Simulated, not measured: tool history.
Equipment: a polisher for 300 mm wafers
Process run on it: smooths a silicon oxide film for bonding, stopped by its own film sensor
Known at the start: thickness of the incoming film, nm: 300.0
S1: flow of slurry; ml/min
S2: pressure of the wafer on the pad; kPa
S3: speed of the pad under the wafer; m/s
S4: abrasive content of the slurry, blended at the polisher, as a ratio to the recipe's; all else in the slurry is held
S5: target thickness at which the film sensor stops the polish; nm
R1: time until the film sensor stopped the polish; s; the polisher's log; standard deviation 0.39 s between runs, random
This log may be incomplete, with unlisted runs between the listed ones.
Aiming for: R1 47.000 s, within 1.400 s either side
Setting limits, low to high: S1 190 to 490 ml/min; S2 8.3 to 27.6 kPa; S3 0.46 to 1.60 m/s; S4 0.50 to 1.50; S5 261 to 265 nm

| run | hour | S1 | S2 | S3 | S4 | S5 | R1 |
|---|---|---|---|---|---|---|---|
| 1 | 0.0 | 315 | 17.9 | 1.02 | 1.00 | 261 | 36.793 |
| 2 | 1.3 | 315 | 16.5 | 1.02 | 1.00 | 261 | 39.328 |
| 3 | 1.9 | 315 | 15.9 | 1.02 | 1.00 | 261 | 40.314 |
| 4 | 9.8 | 380 | 15.9 | 1.02 | 1.00 | 261 | 39.157 |
| 5 | 11.4 | 365 | 15.2 | 1.02 | 1.00 | 261 | 40.406 |
| 6 | 13.4 | 365 | 11.7 | 1.02 | 1.00 | 261 | 49.373 |
| 7 | 15.8 | 375 | 11.7 | 1.02 | 1.00 | 261 | 48.746 |
| 8 | 23.6 | 380 | 11.7 | 1.02 | 1.00 | 261 | 49.480 |
| 9 | 29.9 | 385 | 11.7 | 1.02 | 1.00 | 261 | 48.870 |
| 10 | 36.7 | 390 | 11.7 | 1.02 | 1.00 | 261 | 49.806 |

Of the 4 settings listed for the next run, only one would bring every result within its allowed miss of target. Which one?
| A | 43.5 | 430 | 9.0 | 1.28 | 0.85 | 262 | ? |
| B | 43.5 | 450 | 15.9 | 0.76 | 0.85 | 265 | ? |
| C | 43.5 | 305 | 11.7 | 0.98 | 1.00 | 261 | ? |
| D | 43.5 | 430 | 11.7 | 0.98 | 1.10 | 265 | ? |

| move | R1 |
|---|---|
| A | 50.503 |
| B | 46.460 |
| C | 51.707 |
| D | 43.644 |
A: lands further from the targets than the last run did
B: all results in spec
C: lands further from the targets than the last run did
D: takes the result that was furthest off past its target
Move B is the one to make.

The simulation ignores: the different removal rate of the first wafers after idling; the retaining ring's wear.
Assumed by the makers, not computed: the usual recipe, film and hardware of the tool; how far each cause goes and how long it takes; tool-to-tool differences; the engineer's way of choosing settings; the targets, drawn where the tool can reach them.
